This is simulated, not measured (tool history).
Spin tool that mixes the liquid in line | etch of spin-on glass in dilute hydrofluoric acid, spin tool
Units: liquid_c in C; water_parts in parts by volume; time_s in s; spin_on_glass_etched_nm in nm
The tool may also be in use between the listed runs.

Run 1, hour 0.0: liquid_c 22.0 C, water_parts 295 parts by volume, time_s 100 s. Result: spin_on_glass_etched_nm 10.6340 nm.
Run 2, hour 3.5: liquid_c 22.0 C, water_parts 295 parts by volume, time_s 75 s. Result: spin_on_glass_etched_nm 7.9196 nm.
Run 3, hour 5.9: liquid_c 24.0 C, water_parts 270 parts by volume, time_s 75 s. Result: spin_on_glass_etched_nm 9.6231 nm.
Run 4, hour 12.3: liquid_c 24.0 C, water_parts 270 parts by volume, time_s 75 s. Result: spin_on_glass_etched_nm 9.5690 nm.
At hour 19.6: thermometer replaced.
Run 5, hour 19.6: liquid_c 25.5 C, water_parts 245 parts by volume, time_s 75 s. Result: spin_on_glass_etched_nm 10.8540 nm.
Run 6, hour 26.0: liquid_c 26.5 C, water_parts 225 parts by volume, time_s 75 s. Result: spin_on_glass_etched_nm 12.4600 nm.
Run 7, hour 27.2: liquid_c 27.5 C, water_parts 220 parts by volume, time_s 75 s. Result: spin_on_glass_etched_nm 13.3040 nm.
Run 8, hour 28.8: liquid_c 28.0 C, water_parts 220 parts by volume, time_s 75 s. Result: spin_on_glass_etched_nm 13.4860 nm.

The next listed run, before its measurement:
Run 9, hour 32.7: liquid_c 28.5 C, water_parts 220 parts by volume, time_s 75 s. Result: spin_on_glass_etched_nm ?.

Run 9 gave spin_on_glass_etched_nm 13.6850 nm.

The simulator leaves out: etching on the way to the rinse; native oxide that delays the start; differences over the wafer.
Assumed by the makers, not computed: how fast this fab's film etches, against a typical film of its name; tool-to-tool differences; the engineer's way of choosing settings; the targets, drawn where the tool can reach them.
